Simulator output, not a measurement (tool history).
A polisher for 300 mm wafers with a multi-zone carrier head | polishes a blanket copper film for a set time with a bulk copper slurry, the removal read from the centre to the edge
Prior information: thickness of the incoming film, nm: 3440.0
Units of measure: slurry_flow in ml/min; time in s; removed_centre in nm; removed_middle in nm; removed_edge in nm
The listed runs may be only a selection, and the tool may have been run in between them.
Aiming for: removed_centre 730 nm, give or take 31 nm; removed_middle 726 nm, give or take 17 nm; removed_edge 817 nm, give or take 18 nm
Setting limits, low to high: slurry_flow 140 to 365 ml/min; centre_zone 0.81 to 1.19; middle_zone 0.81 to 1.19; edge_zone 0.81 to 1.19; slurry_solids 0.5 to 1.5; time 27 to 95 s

run  hour  slurry_flow  centre_zone  middle_zone  edge_zone  slurry_solids  time  removed_centre  removed_middle  removed_edge
  1     0          235            1            1          1              1    61          706.28          700.32        687.46
  2     8          235            1         0.97          1              1    61          680.25          693.79        684.02
  3  11.6          245         1.01         0.95       1.05           1.05    61          702.26          686.63        710.34
  4    14          245         1.01         0.95       1.05           1.05    54          630.72          610.93        633.18
  5  16.7          245         1.01         0.95       1.05           1.05    46          539.55          521.89        539.17
  6  22.4          245            1         0.94       1.08           1.15    49          582.61          562.16        595.51
  7  26.8          245         0.99         0.94       1.11           1.25    52          623.67          606.07         639.2
  8  28.3          250         0.97         0.92       1.13            1.3    54          630.21          621.91        680.93
  9  32.9          260         0.97         0.92       1.15           1.35    55          663.66          642.04        710.75
 10  38.2          275         0.96         0.92       1.16            1.4    56          664.88          667.22        740.67
 11  42.3          290         0.97         0.92       1.17           1.45    56          689.64          670.57        744.82
 12  47.5          290         0.96         0.92       1.18           1.45    57          706.62          682.71        764.95
 13  48.9          295         0.95         0.92       1.18           1.45    58          684.69          698.34        780.54
 14  52.7          300         0.95         0.92       1.18           1.45    58          697.11          700.25         780.3

Next run, 4 choices. One meets every target within its allowed miss, the rest don't. Which?
  A  56.5          335         0.87         0.96       1.16           1.25    58               ?               ?             ?
  B  56.5          250         0.85         0.88       1.18            1.5    64               ?               ?             ?
  C  56.5          315         1.04         0.84        1.1           1.45    59               ?               ?             ?
  D  56.5          250         0.96         0.91       1.17            1.5    62               ?               ?             ?

move  removed_centre  removed_middle  removed_edge
   A          629.57          711.92        752.12
   B          680.11           735.3        849.85
   C          784.65           663.9        765.36
   D          745.05          731.98        819.31
A: the biggest miss grows against the last run
B: the result that was furthest off in the last run now lies on the other side of its target
C: the biggest miss grows against the last run
D: hits every target within its allowed miss
So the answer is move D, the one that meets all the targets.
